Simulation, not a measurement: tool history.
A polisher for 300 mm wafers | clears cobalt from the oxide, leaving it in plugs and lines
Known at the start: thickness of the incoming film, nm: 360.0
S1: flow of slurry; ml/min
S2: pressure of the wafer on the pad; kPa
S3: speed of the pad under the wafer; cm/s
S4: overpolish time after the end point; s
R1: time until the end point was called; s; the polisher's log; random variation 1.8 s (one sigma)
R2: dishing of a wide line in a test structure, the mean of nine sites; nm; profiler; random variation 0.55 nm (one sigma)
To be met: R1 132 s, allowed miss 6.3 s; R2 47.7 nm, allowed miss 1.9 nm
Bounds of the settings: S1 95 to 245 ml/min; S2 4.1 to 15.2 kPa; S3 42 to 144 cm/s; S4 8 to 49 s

run	hour	S1	S2	S3	S4	R1	R2
1	0	155	9.7	92	25	92.064	48.821
2	3.6	155	9	92	27	104.44	49.209
3	6.3	155	8.3	92	28	109.66	48.017
4	11.8	155	8.3	92	23	110.43	43.018
5	15.5	155	8.3	112	23	89.858	48.179
6	17.3	155	8.3	112	32	91.146	55.069
7	25.9	155	7.6	112	32	97.156	52.172
8	27.9	155	6.9	112	33	108.39	52.154
9	35.8	155	6.2	112	33	121.06	49.216
10	38.9	150	6.2	112	33	120.68	49.306

Which of these 5 next moves meets every target?
A	42	175	4.8	124	33	?	?
B	42	145	6.2	126	30	?	?
C	42	145	6.2	126	25	?	?
D	42	170	6.9	118	30	?	?
E	42	135	7.6	110	27	?	?

move	R1	R2
A	133.45	46.549
B	107.07	49.12
C	107.07	45.049
D	100.27	50.483
E	102.37	47.758
A: meets every target
B: further off than the last run
C: further off than the last run
D: further off than the last run
E: further off than the last run
Answer: A

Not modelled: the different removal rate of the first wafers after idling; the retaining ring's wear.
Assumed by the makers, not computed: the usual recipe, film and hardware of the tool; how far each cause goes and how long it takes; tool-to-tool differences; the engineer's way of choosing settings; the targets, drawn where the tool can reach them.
